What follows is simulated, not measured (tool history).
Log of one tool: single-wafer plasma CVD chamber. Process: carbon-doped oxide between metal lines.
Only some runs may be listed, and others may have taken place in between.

run,hour,heater temperature setpoint (deg C),chamber pressure (Pa),RF power (kW),deposition time (s),mean film thickness on the monitor wafer (nm)
1,0.0,365,921,0.635,10.71,63.438
2,1.3,356,921,0.635,10.71,65.345
3,2.5,356,921,0.635,10.71,64.973
4,11.2,348,921,0.635,10.71,67.469
5,13.0,348,921,0.635,10.71,66.366
6,19.3,348,921,0.635,10.71,66.518

Run 7 is up next; what results do you expect?
7,23.8,351,896,0.610,10.71,?

Run 7 produced mean film thickness on the monitor wafer (nm) 63.711.

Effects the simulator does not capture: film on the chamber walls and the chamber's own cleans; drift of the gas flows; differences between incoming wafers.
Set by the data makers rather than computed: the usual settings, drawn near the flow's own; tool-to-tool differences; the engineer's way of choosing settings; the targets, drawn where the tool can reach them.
